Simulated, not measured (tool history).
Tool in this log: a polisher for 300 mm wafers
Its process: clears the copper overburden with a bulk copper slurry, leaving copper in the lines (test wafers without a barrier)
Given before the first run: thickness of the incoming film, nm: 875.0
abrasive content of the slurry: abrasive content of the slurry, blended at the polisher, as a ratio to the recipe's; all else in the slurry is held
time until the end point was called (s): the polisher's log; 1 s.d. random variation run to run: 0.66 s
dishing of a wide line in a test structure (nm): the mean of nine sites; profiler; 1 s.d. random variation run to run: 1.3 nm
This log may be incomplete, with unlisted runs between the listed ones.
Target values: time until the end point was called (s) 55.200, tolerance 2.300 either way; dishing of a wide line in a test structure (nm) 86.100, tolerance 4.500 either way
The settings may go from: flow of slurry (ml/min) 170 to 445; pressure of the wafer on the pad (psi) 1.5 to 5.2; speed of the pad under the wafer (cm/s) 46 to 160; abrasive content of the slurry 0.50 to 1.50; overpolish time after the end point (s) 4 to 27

run	hour	flow of slurry (ml/min)	pressure of the wafer on the pad (psi)	speed of the pad under the wafer (cm/s)	abrasive content of the slurry	overpolish time after the end point (s)	time until the end point was called (s)	dishing of a wide line in a test structure (nm)
1	0.0	285	3.3	102	1.00	14	80.308	75.884
2	4.1	285	2.6	102	1.00	14	99.286	66.612
3	9.4	285	2.9	102	1.00	14	89.919	70.644
4	11.9	285	3.1	102	1.00	14	85.562	76.740
5	15.4	285	3.3	102	1.00	13	81.804	74.406
6	20.5	285	3.5	102	1.00	12	75.515	73.541
7	22.9	285	3.5	102	1.00	12	74.981	70.851
8	28.3	285	3.5	102	1.00	12	75.241	72.946
9	32.9	285	3.6	102	1.00	12	74.086	73.442
10	41.5	285	3.8	102	1.00	12	69.110	77.464
11	47.2	285	3.9	102	1.00	12	67.679	80.827
12	47.9	285	4.0	102	1.00	12	67.199	80.253
13	56.0	285	4.1	102	1.00	12	64.402	81.635
14	62.2	285	4.2	102	1.00	12	62.895	83.232

Next run, 5 choices. One meets every target within its allowed miss, the rest don't. Which?
A	68.4	250	4.1	128	1.00	11	?	?
B	68.4	250	4.3	98	0.90	14	?	?
C	68.4	345	4.4	126	1.20	9	?	?
D	68.4	320	3.5	114	1.15	14	?	?
E	68.4	305	3.5	96	0.95	15	?	?

move	time until the end point was called (s)	dishing of a wide line in a test structure (nm)
A	55.218	87.286
B	65.782	91.746
C	47.987	84.154
D	65.666	89.989
E	78.698	83.400
A: all results in spec
B: its largest miss is bigger than the last run's
C: moves the result that the last run missed by most past its target, out the other side
D: its largest miss is bigger than the last run's
E: its largest miss is bigger than the last run's
So the answer is move A, the one that meets all the targets.

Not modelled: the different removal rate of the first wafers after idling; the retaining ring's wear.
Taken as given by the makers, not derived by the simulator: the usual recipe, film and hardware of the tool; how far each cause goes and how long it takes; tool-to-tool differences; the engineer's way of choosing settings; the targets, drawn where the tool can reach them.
